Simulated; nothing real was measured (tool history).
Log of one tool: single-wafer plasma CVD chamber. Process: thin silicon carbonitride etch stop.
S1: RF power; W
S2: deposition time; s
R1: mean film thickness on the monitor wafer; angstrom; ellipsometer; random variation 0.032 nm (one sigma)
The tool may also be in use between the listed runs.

Run 1, hour 0.0: S1 230 W, S2 21.0 s. Result: R1 123.46 angstrom.
Run 2, hour 3.0: S1 230 W, S2 19.6 s. Result: R1 115.23 angstrom.
Run 3, hour 8.3: S1 240 W, S2 19.9 s. Result: R1 117.94 angstrom.
Run 4, hour 9.5: S1 210 W, S2 19.9 s. Result: R1 111.48 angstrom.
Run 5, hour 15.3: S1 210 W, S2 22.6 s. Result: R1 127.17 angstrom.
Run 6, hour 17.4: S1 210 W, S2 21.4 s. Result: R1 120.40 angstrom.
Run 7, hour 23.7: S1 220 W, S2 21.5 s. Result: R1 123.56 angstrom.
Run 8, hour 28.1: S1 225 W, S2 21.5 s. Result: R1 124.04 angstrom.
Run 9, hour 33.4: S1 230 W, S2 21.6 s. Result: R1 125.52 angstrom.
Run 10, hour 35.5: S1 235 W, S2 21.7 s. Result: R1 128.23 angstrom.

Run 11 comes next. What will it give?
Run 11, hour 42.8: S1 240 W, S2 21.7 s. Result: R1 ?.

Run 11 gave R1 128.95 angstrom.
